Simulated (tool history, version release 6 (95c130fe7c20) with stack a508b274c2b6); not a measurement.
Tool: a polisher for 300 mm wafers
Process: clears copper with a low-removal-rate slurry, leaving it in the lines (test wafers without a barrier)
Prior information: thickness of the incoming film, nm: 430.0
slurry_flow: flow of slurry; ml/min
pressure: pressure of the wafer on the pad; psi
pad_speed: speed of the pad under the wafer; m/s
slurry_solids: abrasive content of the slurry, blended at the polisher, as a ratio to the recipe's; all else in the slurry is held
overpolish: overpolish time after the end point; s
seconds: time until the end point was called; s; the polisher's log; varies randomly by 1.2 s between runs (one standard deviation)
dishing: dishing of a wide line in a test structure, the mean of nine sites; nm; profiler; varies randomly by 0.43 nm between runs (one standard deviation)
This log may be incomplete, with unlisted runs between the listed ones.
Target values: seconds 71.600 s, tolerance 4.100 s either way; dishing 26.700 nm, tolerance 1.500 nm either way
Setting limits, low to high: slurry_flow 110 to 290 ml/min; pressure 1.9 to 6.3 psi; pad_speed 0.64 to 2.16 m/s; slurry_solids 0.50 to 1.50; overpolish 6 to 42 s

{"run": 1, "day": 0.0, "slurry_flow": 185, "pressure": 4.1, "pad_speed": 1.4, "slurry_solids": 1.0, "overpolish": 21, "seconds": 87.856, "dishing": 36.256}
{"run": 2, "day": 0.054, "slurry_flow": 185, "pressure": 4.1, "pad_speed": 1.44, "slurry_solids": 1.0, "overpolish": 19, "seconds": 82.614, "dishing": 34.336}
{"run": 3, "day": 0.262, "slurry_flow": 230, "pressure": 4.1, "pad_speed": 1.44, "slurry_solids": 1.0, "overpolish": 19, "seconds": 79.584, "dishing": 34.679}
{"run": 4, "day": 0.612, "slurry_flow": 240, "pressure": 4.1, "pad_speed": 1.46, "slurry_solids": 1.0, "overpolish": 17, "seconds": 78.805, "dishing": 33.577}
{"run": 5, "day": 0.862, "slurry_flow": 240, "pressure": 4.1, "pad_speed": 1.46, "slurry_solids": 1.0, "overpolish": 9, "seconds": 81.015, "dishing": 24.646}
{"run": 6, "day": 1.133, "slurry_flow": 240, "pressure": 4.2, "pad_speed": 1.46, "slurry_solids": 1.0, "overpolish": 9, "seconds": 80.392, "dishing": 25.642}
{"run": 7, "day": 1.479, "slurry_flow": 240, "pressure": 4.3, "pad_speed": 1.46, "slurry_solids": 1.0, "overpolish": 9, "seconds": 79.995, "dishing": 25.479}
{"run": 8, "day": 1.688, "slurry_flow": 240, "pressure": 4.4, "pad_speed": 1.46, "slurry_solids": 1.0, "overpolish": 9, "seconds": 77.185, "dishing": 25.86}
{"run": 9, "day": 1.775, "slurry_flow": 240, "pressure": 4.5, "pad_speed": 1.46, "slurry_solids": 1.0, "overpolish": 9, "seconds": 77.162, "dishing": 26.156}

Next run, 4 choices. One meets every target within its allowed miss, the rest don't. Which?
{"run": "A", "day": 1.862, "slurry_flow": 275, "pressure": 4.9, "pad_speed": 1.4, "slurry_solids": 1.15, "overpolish": 9, "seconds": "?", "dishing": "?"}
{"run": "B", "day": 1.862, "slurry_flow": 260, "pressure": 3.5, "pad_speed": 1.62, "slurry_solids": 1.0, "overpolish": 10, "seconds": "?", "dishing": "?"}
{"run": "C", "day": 1.862, "slurry_flow": 245, "pressure": 4.3, "pad_speed": 1.46, "slurry_solids": 1.0, "overpolish": 10, "seconds": "?", "dishing": "?"}
{"run": "D", "day": 1.862, "slurry_flow": 220, "pressure": 4.4, "pad_speed": 1.4, "slurry_solids": 1.05, "overpolish": 11, "seconds": "?", "dishing": "?"}

move=A seconds=72.335 dishing=26.457
move=B seconds=80.282 dishing=26.329
move=C seconds=78.862 dishing=26.690
move=D seconds=81.124 dishing=27.719
A: every result within its allowed miss
B: moves away from the targets compared with the last run
C: moves away from the targets compared with the last run
D: moves away from the targets compared with the last run
Move A is the one to make.

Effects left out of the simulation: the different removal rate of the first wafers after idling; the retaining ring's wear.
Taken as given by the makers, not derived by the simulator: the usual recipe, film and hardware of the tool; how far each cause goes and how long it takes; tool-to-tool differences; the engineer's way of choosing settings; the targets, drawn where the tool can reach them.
